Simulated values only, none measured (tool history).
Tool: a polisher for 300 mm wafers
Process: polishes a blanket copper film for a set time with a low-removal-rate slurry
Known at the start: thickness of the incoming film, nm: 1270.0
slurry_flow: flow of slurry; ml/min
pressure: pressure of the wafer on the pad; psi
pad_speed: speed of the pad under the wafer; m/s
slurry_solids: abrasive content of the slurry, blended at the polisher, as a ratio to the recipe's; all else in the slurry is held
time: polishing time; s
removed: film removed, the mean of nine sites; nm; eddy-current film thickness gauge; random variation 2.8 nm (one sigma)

run,hour,slurry_flow,pressure,pad_speed,slurry_solids,time,removed
1,0,190,3.3,1.3,1,96,421.28
2,8.7,190,3.1,1.3,1,96,388.42
3,16.3,190,3,1.3,1,96,382.63
4,20,190,2.9,1.3,1,96,372.07
5,21.1,190,2.8,1.3,1,96,359.25
6,29.4,190,2.8,1.3,1,101,375.46
7,36.6,190,2.7,1.3,1,101,359.06
8,43.5,190,2.6,1.3,1,101,350.37

The next listed run, before its measurement:
9,48.3,190,2.5,1.3,1,101,?

{"run 9": {"removed": 333.75}}
